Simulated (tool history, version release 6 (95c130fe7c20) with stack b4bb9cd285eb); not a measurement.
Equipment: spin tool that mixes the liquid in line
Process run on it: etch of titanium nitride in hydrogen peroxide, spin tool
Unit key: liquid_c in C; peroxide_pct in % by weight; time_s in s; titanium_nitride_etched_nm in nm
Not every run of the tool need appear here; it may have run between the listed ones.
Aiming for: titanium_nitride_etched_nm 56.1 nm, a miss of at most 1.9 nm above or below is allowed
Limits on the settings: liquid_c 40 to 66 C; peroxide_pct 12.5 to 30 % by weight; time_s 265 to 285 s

Run 1, hour 0: liquid_c 56 C, peroxide_pct 24.5 % by weight, time_s 265 s. Result: titanium_nitride_etched_nm 28.651 nm.
Run 2, hour 7.1: liquid_c 58.5 C, peroxide_pct 24.5 % by weight, time_s 265 s. Result: titanium_nitride_etched_nm 33.7 nm.
Run 3, hour 11.8: liquid_c 58.5 C, peroxide_pct 27.5 % by weight, time_s 265 s. Result: titanium_nitride_etched_nm 34.973 nm.
Run 4, hour 13.4: liquid_c 62.5 C, peroxide_pct 27.5 % by weight, time_s 265 s. Result: titanium_nitride_etched_nm 45.342 nm.
Run 5, hour 20.8: liquid_c 62.5 C, peroxide_pct 27.5 % by weight, time_s 265 s. Result: titanium_nitride_etched_nm 45.466 nm.
Run 6, hour 28.9: liquid_c 62.5 C, peroxide_pct 23 % by weight, time_s 265 s. Result: titanium_nitride_etched_nm 43.814 nm.
Run 7, hour 29.9: liquid_c 63.5 C, peroxide_pct 23 % by weight, time_s 265 s. Result: titanium_nitride_etched_nm 46.387 nm.
Run 8, hour 31.2: liquid_c 64 C, peroxide_pct 23.5 % by weight, time_s 265 s. Result: titanium_nitride_etched_nm 47.871 nm.
Run 9, hour 38.7: liquid_c 64.5 C, peroxide_pct 24 % by weight, time_s 265 s. Result: titanium_nitride_etched_nm 49.773 nm.
Run 10, hour 42.4: liquid_c 65 C, peroxide_pct 24.5 % by weight, time_s 265 s. Result: titanium_nitride_etched_nm 53.164 nm.
Run 11, hour 45.4: liquid_c 65.5 C, peroxide_pct 24.5 % by weight, time_s 265 s. Result: titanium_nitride_etched_nm 53.921 nm.

4 candidate next runs follow, results not yet known. Just one meets every target within its allowed miss. Identify it.
Run A, hour 48.4: liquid_c 65 C, peroxide_pct 26 % by weight, time_s 265 s. Result: titanium_nitride_etched_nm ?.
Run B, hour 48.4: liquid_c 65 C, peroxide_pct 24.5 % by weight, time_s 265 s. Result: titanium_nitride_etched_nm ?.
Run C, hour 48.4: liquid_c 65.5 C, peroxide_pct 20.5 % by weight, time_s 285 s. Result: titanium_nitride_etched_nm ?.
Run D, hour 48.4: liquid_c 66 C, peroxide_pct 18.5 % by weight, time_s 265 s. Result: titanium_nitride_etched_nm ?.

move  titanium_nitride_etched_nm
   A                      53.173
   B                      52.487
   C                      56.134
   D                      52.766
A: the biggest miss grows against the last run
B: the biggest miss grows against the last run
C: in spec on every target
D: the biggest miss grows against the last run
C is the move that brings every result within its allowed miss.
